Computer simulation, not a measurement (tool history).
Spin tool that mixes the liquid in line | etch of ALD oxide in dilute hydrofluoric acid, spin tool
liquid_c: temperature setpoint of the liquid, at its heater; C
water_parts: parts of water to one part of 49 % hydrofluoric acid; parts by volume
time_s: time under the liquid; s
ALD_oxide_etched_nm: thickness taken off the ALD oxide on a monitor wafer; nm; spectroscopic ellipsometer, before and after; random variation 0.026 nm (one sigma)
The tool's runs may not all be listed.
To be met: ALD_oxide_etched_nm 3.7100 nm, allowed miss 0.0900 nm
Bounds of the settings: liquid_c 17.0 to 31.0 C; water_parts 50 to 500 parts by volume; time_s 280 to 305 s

run  hour  liquid_c  water_parts  time_s  ALD_oxide_etched_nm
  1   0.0      23.0          275     280               6.5069
  2   7.3      23.0          335     280               5.0300
  3  11.4      21.5          340     280               4.6954
  4  18.9      24.5          340     280               5.1868
     23.7  -- thermometer replaced
  5  23.7      27.5          340     280               6.2123
  6  24.5      30.0          340     280               6.6688
  7  27.6      26.5          345     280               5.8626
  8  33.9      24.0          345     280               5.3113
  9  35.9      24.0          345     280               5.3995
 10  36.7      20.0          380     280               4.1299
 11  44.0      19.5          380     280               4.0918
 12  48.8      19.0          385     280               3.8839

Which of these 4 next moves meets every target?
  A  53.6      19.5          390     280                    ?
  B  53.6      23.5          465     305                    ?
  C  53.6      18.5          405     290                    ?
  D  53.6      18.5          380     280                    ?

move  ALD_oxide_etched_nm
   A               3.9348
   B               3.8613
   C               3.7428
   D               3.9298
A: further off than the last run
B: nearer than the last run, and not there yet
C: meets every target
D: further off than the last run
Answer: C
